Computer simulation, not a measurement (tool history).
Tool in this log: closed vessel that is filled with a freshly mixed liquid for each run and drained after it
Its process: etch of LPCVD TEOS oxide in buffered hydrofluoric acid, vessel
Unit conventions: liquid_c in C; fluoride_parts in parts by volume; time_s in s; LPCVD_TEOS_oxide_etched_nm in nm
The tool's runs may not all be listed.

{"run": 1, "hour": 0.0, "liquid_c": 23.0, "fluoride_parts": 13.0, "time_s": 90, "LPCVD_TEOS_oxide_etched_nm": 200.43}
{"run": 2, "hour": 1.8, "liquid_c": 23.5, "fluoride_parts": 13.0, "time_s": 90, "LPCVD_TEOS_oxide_etched_nm": 205.6}
{"run": 3, "hour": 8.8, "liquid_c": 24.0, "fluoride_parts": 13.0, "time_s": 90, "LPCVD_TEOS_oxide_etched_nm": 210.71}
{"run": 4, "hour": 17.6, "liquid_c": 24.5, "fluoride_parts": 13.0, "time_s": 90, "LPCVD_TEOS_oxide_etched_nm": 214.1}
{"run": 5, "hour": 24.1, "liquid_c": 21.0, "fluoride_parts": 13.0, "time_s": 90, "LPCVD_TEOS_oxide_etched_nm": 176.74}
{"run": 6, "hour": 31.0, "liquid_c": 21.0, "fluoride_parts": 11.5, "time_s": 90, "LPCVD_TEOS_oxide_etched_nm": 199.53}

Run 7 has not been measured yet. What should we expect?
{"hour": 38.2, "done": "hydrofluoric acid flow meter replaced"}
{"run": 7, "hour": 38.2, "liquid_c": 21.5, "fluoride_parts": 11.5, "time_s": 90, "LPCVD_TEOS_oxide_etched_nm": "?"}

{"run 7": {"LPCVD_TEOS_oxide_etched_nm": 194.18}}
